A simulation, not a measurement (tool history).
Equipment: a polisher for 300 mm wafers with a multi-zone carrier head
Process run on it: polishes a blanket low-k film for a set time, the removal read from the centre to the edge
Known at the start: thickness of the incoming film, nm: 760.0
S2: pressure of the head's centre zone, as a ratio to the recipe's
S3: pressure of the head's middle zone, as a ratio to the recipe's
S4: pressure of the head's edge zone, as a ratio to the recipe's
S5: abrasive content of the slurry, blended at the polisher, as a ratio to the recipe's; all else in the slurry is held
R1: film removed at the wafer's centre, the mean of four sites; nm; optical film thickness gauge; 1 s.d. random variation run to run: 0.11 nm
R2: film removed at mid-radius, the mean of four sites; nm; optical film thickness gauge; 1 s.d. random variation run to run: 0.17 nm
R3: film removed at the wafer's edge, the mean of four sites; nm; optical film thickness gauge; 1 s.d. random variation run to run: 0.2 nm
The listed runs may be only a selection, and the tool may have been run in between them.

{"run": 1, "hour": 0.0, "flow of slurry (ml/min)": 180, "S2": 1, "S3": 1, "S4": 1, "S5": 1, "polishing time (s)": 43, "R1": 10.157, "R2": 10.137, "R3": 10.191}
{"run": 2, "hour": 7.4, "flow of slurry (ml/min)": 185, "S2": 1.02, "S3": 0.99, "S4": 1.04, "S5": 1.15, "polishing time (s)": 45, "R1": 11.543, "R2": 10.913, "R3": 11.129}
{"run": 3, "hour": 11.4, "flow of slurry (ml/min)": 150, "S2": 1.02, "S3": 0.99, "S4": 1.04, "S5": 1.15, "polishing time (s)": 45, "R1": 11.044, "R2": 10.826, "R3": 11.044}
{"run": 4, "hour": 14.9, "flow of slurry (ml/min)": 145, "S2": 1.02, "S3": 0.97, "S4": 1.07, "S5": 1.25, "polishing time (s)": 48, "R1": 12.136, "R2": 11.588, "R3": 12.412}
{"run": 5, "hour": 19.2, "flow of slurry (ml/min)": 150, "S2": 1.03, "S3": 0.97, "S4": 1.09, "S5": 1.3, "polishing time (s)": 50, "R1": 12.973, "R2": 11.998, "R3": 13.153}
{"run": 6, "hour": 24.0, "flow of slurry (ml/min)": 155, "S2": 1.03, "S3": 0.97, "S4": 1.11, "S5": 1.35, "polishing time (s)": 52, "R1": 13.778, "R2": 13.131, "R3": 14.39}
{"run": 7, "hour": 32.6, "flow of slurry (ml/min)": 175, "S2": 1.04, "S3": 0.97, "S4": 1.13, "S5": 1.4, "polishing time (s)": 52, "R1": 14.474, "R2": 13.671, "R3": 14.597}
{"run": 8, "hour": 36.3, "flow of slurry (ml/min)": 180, "S2": 1.04, "S3": 0.95, "S4": 1.14, "S5": 1.45, "polishing time (s)": 53, "R1": 14.985, "R2": 13.835, "R3": 15.264}

Run 9 has not been measured yet. What should we expect?
{"run": 9, "hour": 44.6, "flow of slurry (ml/min)": 185, "S2": 1.04, "S3": 0.94, "S4": 1.15, "S5": 1.45, "polishing time (s)": 54, "R1": "?", "R2": "?", "R3": "?"}

R1: 15.294 nm
R2: 13.778 nm
R3: 15.588 nm

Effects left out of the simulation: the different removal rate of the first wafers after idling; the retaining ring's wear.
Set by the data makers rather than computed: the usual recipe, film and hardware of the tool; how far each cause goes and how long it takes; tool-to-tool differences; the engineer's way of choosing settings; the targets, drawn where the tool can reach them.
